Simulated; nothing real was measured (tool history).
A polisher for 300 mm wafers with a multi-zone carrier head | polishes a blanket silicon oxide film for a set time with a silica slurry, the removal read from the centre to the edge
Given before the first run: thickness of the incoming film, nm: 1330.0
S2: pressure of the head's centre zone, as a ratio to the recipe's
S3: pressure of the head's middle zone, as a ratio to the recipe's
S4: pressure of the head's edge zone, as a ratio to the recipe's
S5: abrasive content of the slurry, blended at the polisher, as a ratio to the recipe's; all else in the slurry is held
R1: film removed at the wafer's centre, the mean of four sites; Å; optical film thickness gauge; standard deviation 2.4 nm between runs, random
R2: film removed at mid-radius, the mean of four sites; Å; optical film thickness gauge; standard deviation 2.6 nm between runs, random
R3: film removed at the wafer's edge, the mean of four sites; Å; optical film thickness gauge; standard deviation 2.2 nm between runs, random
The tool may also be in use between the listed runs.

Run 1, hour 0.0: flow of slurry (ml/min) 260, S2 1.00, S3 1.00, S4 1.00, S5 1.00, polishing time (s) 82. Result: R1 2045.5 Å, R2 2095.3 Å, R3 2036.0 Å.
Run 2, hour 5.9: flow of slurry (ml/min) 260, S2 1.00, S3 1.00, S4 0.97, S5 1.00, polishing time (s) 82. Result: R1 2034.8 Å, R2 2073.5 Å, R3 2042.5 Å.
Run 3, hour 14.5: flow of slurry (ml/min) 260, S2 1.00, S3 1.00, S4 0.98, S5 1.10, polishing time (s) 83. Result: R1 2167.3 Å, R2 2201.1 Å, R3 2135.4 Å.
Run 4, hour 23.3: flow of slurry (ml/min) 260, S2 1.00, S3 0.99, S4 1.00, S5 1.15, polishing time (s) 84. Result: R1 2229.2 Å, R2 2228.6 Å, R3 2215.9 Å.
Run 5, hour 31.8: flow of slurry (ml/min) 260, S2 1.00, S3 0.99, S4 1.00, S5 1.00, polishing time (s) 84. Result: R1 2085.4 Å, R2 2089.4 Å, R3 2091.7 Å.
Run 6, hour 40.8: flow of slurry (ml/min) 260, S2 0.94, S3 0.99, S4 1.00, S5 1.00, polishing time (s) 84. Result: R1 1985.3 Å, R2 2101.0 Å, R3 2086.5 Å.
Run 7, hour 49.2: flow of slurry (ml/min) 295, S2 1.04, S3 1.08, S4 1.10, S5 1.25, polishing time (s) 85. Result: R1 2394.7 Å, R2 2482.6 Å, R3 2423.0 Å.

Run 8 comes next. What will it give?
Run 8, hour 58.1: flow of slurry (ml/min) 315, S2 1.10, S3 1.09, S4 1.18, S5 1.50, polishing time (s) 87. Result: R1 ?, R2 ?, R3 ?.

R1: 2749.0 Å
R2: 2785.0 Å
R3: 2737.2 Å
